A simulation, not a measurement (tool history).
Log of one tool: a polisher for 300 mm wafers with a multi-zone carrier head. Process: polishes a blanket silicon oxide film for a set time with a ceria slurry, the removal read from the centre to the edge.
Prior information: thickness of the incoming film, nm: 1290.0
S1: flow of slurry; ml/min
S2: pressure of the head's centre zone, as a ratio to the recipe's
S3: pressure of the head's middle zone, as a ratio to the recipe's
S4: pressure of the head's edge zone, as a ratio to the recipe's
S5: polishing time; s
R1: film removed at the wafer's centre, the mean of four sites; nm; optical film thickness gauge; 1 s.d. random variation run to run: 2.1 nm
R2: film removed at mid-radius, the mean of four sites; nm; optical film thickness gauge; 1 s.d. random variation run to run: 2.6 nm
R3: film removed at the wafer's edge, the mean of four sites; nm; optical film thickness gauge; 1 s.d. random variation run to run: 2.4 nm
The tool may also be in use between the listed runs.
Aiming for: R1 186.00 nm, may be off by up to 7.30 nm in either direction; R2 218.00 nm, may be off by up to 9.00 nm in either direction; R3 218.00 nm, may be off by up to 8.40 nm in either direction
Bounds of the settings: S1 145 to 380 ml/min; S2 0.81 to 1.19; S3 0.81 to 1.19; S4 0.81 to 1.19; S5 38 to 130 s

{"run": 1, "day": 0.0, "S1": 245, "S2": 1.0, "S3": 1.0, "S4": 1.0, "S5": 84, "R1": 374.93, "R2": 380.45, "R3": 372.87}
{"run": 2, "day": 0.317, "S1": 235, "S2": 0.96, "S3": 0.99, "S4": 0.99, "S5": 74, "R1": 311.59, "R2": 328.92, "R3": 325.81}
{"run": 3, "day": 0.675, "S1": 230, "S2": 0.93, "S3": 0.98, "S4": 0.96, "S5": 68, "R1": 277.6, "R2": 298.06, "R3": 292.41}
{"run": 4, "day": 0.904, "S1": 230, "S2": 0.85, "S3": 0.98, "S4": 0.96, "S5": 68, "R1": 251.93, "R2": 303.82, "R3": 297.51}
{"run": 5, "day": 1.271, "S1": 220, "S2": 0.84, "S3": 0.96, "S4": 0.94, "S5": 64, "R1": 231.69, "R2": 281.4, "R3": 273.62}
{"run": 6, "day": 1.442, "S1": 220, "S2": 0.88, "S3": 0.96, "S4": 0.94, "S5": 64, "R1": 246.4, "R2": 278.52, "R3": 276.89}
{"run": 7, "day": 1.788, "S1": 215, "S2": 0.86, "S3": 0.95, "S4": 0.92, "S5": 61, "R1": 227.51, "R2": 257.19, "R3": 256.93}
{"run": 8, "day": 1.954, "S1": 205, "S2": 0.85, "S3": 0.95, "S4": 0.91, "S5": 59, "R1": 216.97, "R2": 246.1, "R3": 248.82}
{"run": 9, "day": 2.2, "S1": 200, "S2": 0.84, "S3": 0.95, "S4": 0.9, "S5": 58, "R1": 206.76, "R2": 249.09, "R3": 240.86}
{"run": 10, "day": 2.438, "S1": 190, "S2": 0.83, "S3": 0.93, "S4": 0.89, "S5": 58, "R1": 202.96, "R2": 238.71, "R3": 241.7}
{"run": 11, "day": 2.504, "S1": 190, "S2": 0.83, "S3": 0.93, "S4": 0.87, "S5": 57, "R1": 201.39, "R2": 234.63, "R3": 231.84}
{"run": 12, "day": 2.55, "S1": 185, "S2": 0.83, "S3": 0.92, "S4": 0.86, "S5": 57, "R1": 199.41, "R2": 229.84, "R3": 233.69}
{"run": 13, "day": 2.754, "S1": 180, "S2": 0.83, "S3": 0.92, "S4": 0.85, "S5": 56, "R1": 193.86, "R2": 221.16, "R3": 220.13}

Pick the move, out of 5, that brings all results within their allowed miss; only one does.
{"run": "A", "day": 2.958, "S1": 190, "S2": 0.87, "S3": 0.83, "S4": 0.88, "S5": 55, "R1": "?", "R2": "?", "R3": "?"}
{"run": "B", "day": 2.958, "S1": 150, "S2": 0.84, "S3": 0.84, "S4": 0.94, "S5": 58, "R1": "?", "R2": "?", "R3": "?"}
{"run": "C", "day": 2.958, "S1": 205, "S2": 0.84, "S3": 0.84, "S4": 0.81, "S5": 57, "R1": "?", "R2": "?", "R3": "?"}
{"run": "D", "day": 2.958, "S1": 250, "S2": 0.81, "S3": 0.91, "S4": 0.88, "S5": 52, "R1": "?", "R2": "?", "R3": "?"}
{"run": "E", "day": 2.958, "S1": 195, "S2": 0.88, "S3": 0.86, "S4": 0.81, "S5": 56, "R1": "?", "R2": "?", "R3": "?"}

move=A R1=202.94 R2=205.81 R3=220.94
move=B R1=195.54 R2=208.73 R3=230.69
move=C R1=205.96 R2=218.25 R3=224.07
move=D R1=187.07 R2=218.91 R3=215.25
move=E R1=210.13 R2=216.74 R3=218.72
A: lands further from the targets than the last run did
B: lands further from the targets than the last run did
C: lands further from the targets than the last run did
D: all results land within tolerance of their targets
E: lands further from the targets than the last run did
The move that meets every target is D.

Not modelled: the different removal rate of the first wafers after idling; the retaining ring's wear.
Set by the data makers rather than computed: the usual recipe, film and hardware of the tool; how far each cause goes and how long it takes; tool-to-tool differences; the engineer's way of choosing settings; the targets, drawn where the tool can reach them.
